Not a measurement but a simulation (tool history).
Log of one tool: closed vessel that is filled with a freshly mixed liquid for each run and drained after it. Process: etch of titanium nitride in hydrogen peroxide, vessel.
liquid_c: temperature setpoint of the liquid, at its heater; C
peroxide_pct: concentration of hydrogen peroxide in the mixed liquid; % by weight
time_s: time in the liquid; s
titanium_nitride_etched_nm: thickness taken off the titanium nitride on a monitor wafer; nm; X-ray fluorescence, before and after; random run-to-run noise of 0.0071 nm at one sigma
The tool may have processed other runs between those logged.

Run 1, hour 0: liquid_c 53 C, peroxide_pct 23.5 % by weight, time_s 30 s. Result: titanium_nitride_etched_nm 3.1995 nm.
Run 2, hour 5.3: liquid_c 53 C, peroxide_pct 26 % by weight, time_s 30 s. Result: titanium_nitride_etched_nm 3.2451 nm.
Run 3, hour 14.1: liquid_c 51.5 C, peroxide_pct 26 % by weight, time_s 30 s. Result: titanium_nitride_etched_nm 2.9263 nm.
Run 4, hour 16.5: liquid_c 51.5 C, peroxide_pct 26 % by weight, time_s 30 s. Result: titanium_nitride_etched_nm 2.9331 nm.
Run 5, hour 24.3: liquid_c 51.5 C, peroxide_pct 28 % by weight, time_s 30 s. Result: titanium_nitride_etched_nm 2.9622 nm.
Run 6, hour 27.6: liquid_c 50 C, peroxide_pct 28 % by weight, time_s 30 s. Result: titanium_nitride_etched_nm 2.6747 nm.
Run 7, hour 32: liquid_c 49 C, peroxide_pct 28 % by weight, time_s 30 s. Result: titanium_nitride_etched_nm 2.4889 nm.

Forecast run 8:
Run 8, hour 34.6: liquid_c 43.5 C, peroxide_pct 28 % by weight, time_s 30 s. Result: titanium_nitride_etched_nm ?.

Run 8 came out at titanium_nitride_etched_nm 1.6644 nm.
